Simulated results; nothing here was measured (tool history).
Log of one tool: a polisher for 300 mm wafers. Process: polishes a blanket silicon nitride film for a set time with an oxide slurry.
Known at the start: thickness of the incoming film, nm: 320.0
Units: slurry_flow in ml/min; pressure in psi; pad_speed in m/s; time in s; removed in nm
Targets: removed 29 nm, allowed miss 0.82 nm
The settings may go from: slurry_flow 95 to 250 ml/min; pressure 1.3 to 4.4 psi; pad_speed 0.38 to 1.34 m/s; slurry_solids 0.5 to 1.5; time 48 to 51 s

run 1 hour=0 | slurry_flow=160 pressure=2.8 pad_speed=0.86 slurry_solids=1 time=48 | removed=23.46
run 2 hour=4.5 | slurry_flow=160 pressure=2.1 pad_speed=0.86 slurry_solids=1 time=48 | removed=17.866
run 3 hour=12.7 | slurry_flow=160 pressure=2.1 pad_speed=0.7 slurry_solids=1 time=48 | removed=15.428
run 4 hour=16.9 | slurry_flow=160 pressure=2.1 pad_speed=0.62 slurry_solids=1 time=48 | removed=13.666
run 5 hour=18.5 | slurry_flow=165 pressure=2.5 pad_speed=0.62 slurry_solids=1 time=48 | removed=16.305
run 6 hour=22.5 | slurry_flow=165 pressure=2.5 pad_speed=0.44 slurry_solids=1 time=48 | removed=12.505
-- hour=28.7 head pressure recalibrated
run 7 hour=28.7 | slurry_flow=200 pressure=3.3 pad_speed=0.54 slurry_solids=1 time=48 | removed=18.497
run 8 hour=30.4 | slurry_flow=200 pressure=3.5 pad_speed=0.56 slurry_solids=1 time=48 | removed=20.218
run 9 hour=33.6 | slurry_flow=220 pressure=4.3 pad_speed=0.58 slurry_solids=1 time=48 | removed=26.089
run 10 hour=42.6 | slurry_flow=220 pressure=4.3 pad_speed=0.6 slurry_solids=1 time=48 | removed=26.785
run 11 hour=48.4 | slurry_flow=220 pressure=4.4 pad_speed=0.62 slurry_solids=1 time=48 | removed=27.918

4 next moves are on the table. One of them brings every result within its allowed miss. Which?
run A hour=54.2 | slurry_flow=190 pressure=4.3 pad_speed=0.64 slurry_solids=1.1 time=49 | removed=?
run B hour=54.2 | slurry_flow=210 pressure=4.4 pad_speed=0.58 slurry_solids=0.85 time=51 | removed=?
run C hour=54.2 | slurry_flow=210 pressure=4.4 pad_speed=0.62 slurry_solids=0.8 time=51 | removed=?
run D hour=54.2 | slurry_flow=230 pressure=4.1 pad_speed=0.66 slurry_solids=0.9 time=48 | removed=?

move=A removed=29.579
move=B removed=26.485
move=C removed=27.191
move=D removed=26.755
A: meets every target
B: further off than the last run
C: further off than the last run
D: further off than the last run
Answer: A

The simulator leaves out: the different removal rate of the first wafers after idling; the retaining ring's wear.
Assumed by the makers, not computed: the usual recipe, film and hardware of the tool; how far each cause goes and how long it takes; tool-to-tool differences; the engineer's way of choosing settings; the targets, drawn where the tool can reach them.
